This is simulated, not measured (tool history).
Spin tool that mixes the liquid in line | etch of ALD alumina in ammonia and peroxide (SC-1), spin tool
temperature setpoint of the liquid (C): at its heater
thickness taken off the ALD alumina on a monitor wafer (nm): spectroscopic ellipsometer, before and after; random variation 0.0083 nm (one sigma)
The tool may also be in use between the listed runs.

run	hour	temperature setpoint of the liquid (C)	parts of 29 % ammonia solution to one part of 30 % peroxide (parts by volume)	time under the liquid (s)	thickness taken off the ALD alumina on a monitor wafer (nm)
1	0	55	0.95	25	1.6945
2	8	57.5	0.95	25	1.9222
3	9.4	57.5	1.15	25	1.9863
4	14.6	57.5	1.15	25	2.0226
5	23.1	57.5	1.15	15	1.1944
6	29.1	57.5	1.2	15	1.1847
7	36.9	56.5	1.2	15	1.1521

The next listed run, before its measurement:
8	40.6	50.5	1.2	15	?

{"run 8": {"thickness taken off the ALD alumina on a monitor wafer (nm)": 0.80481}}
